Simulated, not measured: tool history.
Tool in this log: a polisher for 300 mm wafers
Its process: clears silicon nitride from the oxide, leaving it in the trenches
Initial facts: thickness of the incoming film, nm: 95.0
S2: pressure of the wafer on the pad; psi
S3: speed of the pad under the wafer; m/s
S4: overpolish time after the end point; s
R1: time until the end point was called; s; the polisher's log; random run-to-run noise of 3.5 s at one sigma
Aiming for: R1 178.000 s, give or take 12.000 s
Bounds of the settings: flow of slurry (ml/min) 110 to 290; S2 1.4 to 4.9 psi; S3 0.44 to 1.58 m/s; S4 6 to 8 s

{"run": 1, "hour": 0.0, "flow of slurry (ml/min)": 185, "S2": 3.1, "S3": 1.0, "S4": 8, "R1": 90.339}
{"run": 2, "hour": 6.5, "flow of slurry (ml/min)": 185, "S2": 3.1, "S3": 0.9, "S4": 8, "R1": 100.58}
{"run": 3, "hour": 8.0, "flow of slurry (ml/min)": 185, "S2": 3.7, "S3": 0.9, "S4": 8, "R1": 82.247}
{"run": 4, "hour": 10.0, "flow of slurry (ml/min)": 145, "S2": 3.7, "S3": 0.9, "S4": 8, "R1": 91.09}
{"run": 5, "hour": 17.5, "flow of slurry (ml/min)": 145, "S2": 3.5, "S3": 0.88, "S4": 8, "R1": 98.173}
{"run": 6, "hour": 21.3, "flow of slurry (ml/min)": 145, "S2": 3.3, "S3": 0.86, "S4": 8, "R1": 100.87}
{"run": 7, "hour": 23.1, "flow of slurry (ml/min)": 145, "S2": 3.1, "S3": 0.82, "S4": 8, "R1": 117.56}
{"run": 8, "hour": 26.1, "flow of slurry (ml/min)": 145, "S2": 2.9, "S3": 0.82, "S4": 8, "R1": 123.48}
{"run": 9, "hour": 34.6, "flow of slurry (ml/min)": 145, "S2": 2.9, "S3": 0.82, "S4": 8, "R1": 123.25}
{"run": 10, "hour": 42.9, "flow of slurry (ml/min)": 145, "S2": 2.8, "S3": 0.82, "S4": 8, "R1": 125.21}
{"run": 11, "hour": 43.8, "flow of slurry (ml/min)": 145, "S2": 2.7, "S3": 0.82, "S4": 8, "R1": 127.37}
{"run": 12, "hour": 44.4, "flow of slurry (ml/min)": 145, "S2": 2.6, "S3": 0.82, "S4": 8, "R1": 135.27}
{"run": 13, "hour": 49.3, "flow of slurry (ml/min)": 145, "S2": 2.5, "S3": 0.82, "S4": 8, "R1": 140.22}
{"run": 14, "hour": 55.4, "flow of slurry (ml/min)": 145, "S2": 1.8, "S3": 0.78, "S4": 8, "R1": 194.12}

Exercise: of the 4 proposed moves below, exactly one satisfies all targets within the stated allowed misses. Which move is it?
{"run": "A", "hour": 61.5, "flow of slurry (ml/min)": 110, "S2": 1.6, "S3": 0.76, "S4": 8, "R1": "?"}
{"run": "B", "hour": 61.5, "flow of slurry (ml/min)": 150, "S2": 2.0, "S3": 0.88, "S4": 6, "R1": "?"}
{"run": "C", "hour": 61.5, "flow of slurry (ml/min)": 130, "S2": 2.2, "S3": 0.84, "S4": 8, "R1": "?"}
{"run": "D", "hour": 61.5, "flow of slurry (ml/min)": 110, "S2": 1.7, "S3": 0.98, "S4": 6, "R1": "?"}

move=A R1=232.680
move=B R1=155.440
move=C R1=154.190
move=D R1=173.560
A: its largest miss is bigger than the last run's
B: pushes the last run's worst result past its target
C: pushes the last run's worst result past its target
D: every result within its allowed miss
Move D is the one to make.
